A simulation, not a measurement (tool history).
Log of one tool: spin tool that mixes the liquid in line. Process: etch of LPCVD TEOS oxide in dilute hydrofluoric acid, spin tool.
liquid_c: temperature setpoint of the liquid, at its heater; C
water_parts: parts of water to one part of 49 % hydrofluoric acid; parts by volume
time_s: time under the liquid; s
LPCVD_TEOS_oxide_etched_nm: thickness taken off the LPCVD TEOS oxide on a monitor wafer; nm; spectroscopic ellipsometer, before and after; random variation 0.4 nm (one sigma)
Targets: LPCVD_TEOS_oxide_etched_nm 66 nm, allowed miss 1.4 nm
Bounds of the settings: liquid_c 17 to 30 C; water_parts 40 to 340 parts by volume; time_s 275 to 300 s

run	day	liquid_c	water_parts	time_s	LPCVD_TEOS_oxide_etched_nm
1	0	22	190	275	30.216
2	0.175	23	180	275	33.649
3	0.225	19.5	180	275	29.502
4	0.504	19.5	120	275	46.545
5	0.612	20.5	120	275	48.558
6	0.683	20.5	120	300	53.481
7	0.829	21	120	300	53.79
8	0.983	22	120	300	56.603

4 next moves are on the table. One of them brings every result within its allowed miss. Which?
A	1.138	25	165	300	?
B	1.138	25	120	295	?
C	1.138	23.5	115	300	?
D	1.138	28	120	275	?

move	LPCVD_TEOS_oxide_etched_nm
A	44.162
B	62.973
C	63.406
D	65.817
A: further off than the last run
B: nearer than the last run, and not there yet
C: nearer than the last run, and not there yet
D: meets every target
Move D is the one to make.
